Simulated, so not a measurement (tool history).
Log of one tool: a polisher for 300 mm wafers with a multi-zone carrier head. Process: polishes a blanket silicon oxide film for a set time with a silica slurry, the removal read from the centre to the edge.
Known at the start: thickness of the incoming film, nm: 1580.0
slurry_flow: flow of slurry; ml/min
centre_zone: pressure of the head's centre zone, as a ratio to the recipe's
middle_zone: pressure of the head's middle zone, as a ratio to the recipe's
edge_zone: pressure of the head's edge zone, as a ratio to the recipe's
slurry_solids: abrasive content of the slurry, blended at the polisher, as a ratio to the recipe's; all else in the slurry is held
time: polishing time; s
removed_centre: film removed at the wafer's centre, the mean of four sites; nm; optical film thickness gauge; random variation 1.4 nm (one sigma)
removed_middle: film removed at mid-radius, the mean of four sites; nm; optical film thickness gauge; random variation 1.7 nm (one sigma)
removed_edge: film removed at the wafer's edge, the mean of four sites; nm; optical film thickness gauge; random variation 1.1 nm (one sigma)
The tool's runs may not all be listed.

run 1 day=0.000 | slurry_flow=130 centre_zone=1.00 middle_zone=1.00 edge_zone=1.00 slurry_solids=1.00 time=39 | removed_centre=119.06 removed_middle=118.56 removed_edge=117.62
run 2 day=0.196 | slurry_flow=130 centre_zone=0.96 middle_zone=1.00 edge_zone=1.00 slurry_solids=1.00 time=39 | removed_centre=114.14 removed_middle=120.02 removed_edge=116.32
run 3 day=0.246 | slurry_flow=130 centre_zone=0.92 middle_zone=1.00 edge_zone=1.00 slurry_solids=1.00 time=39 | removed_centre=109.58 removed_middle=117.12 removed_edge=113.89
run 4 day=0.300 | slurry_flow=145 centre_zone=1.00 middle_zone=1.02 edge_zone=1.03 slurry_solids=1.05 time=39 | removed_centre=126.45 removed_middle=125.48 removed_edge=121.12
run 5 day=0.492 | slurry_flow=145 centre_zone=1.00 middle_zone=1.02 edge_zone=1.06 slurry_solids=1.05 time=39 | removed_centre=123.62 removed_middle=124.02 removed_edge=123.67
run 6 day=0.717 | slurry_flow=145 centre_zone=1.00 middle_zone=1.02 edge_zone=1.06 slurry_solids=0.90 time=39 | removed_centre=115.12 removed_middle=116.29 removed_edge=115.32

Forecast run 7:
run 7 day=0.929 | slurry_flow=150 centre_zone=1.04 middle_zone=1.05 edge_zone=1.08 slurry_solids=1.05 time=39 | removed_centre=? removed_middle=? removed_edge=?

removed_centre: 130.11 nm
removed_middle: 128.12 nm
removed_edge: 125.33 nm

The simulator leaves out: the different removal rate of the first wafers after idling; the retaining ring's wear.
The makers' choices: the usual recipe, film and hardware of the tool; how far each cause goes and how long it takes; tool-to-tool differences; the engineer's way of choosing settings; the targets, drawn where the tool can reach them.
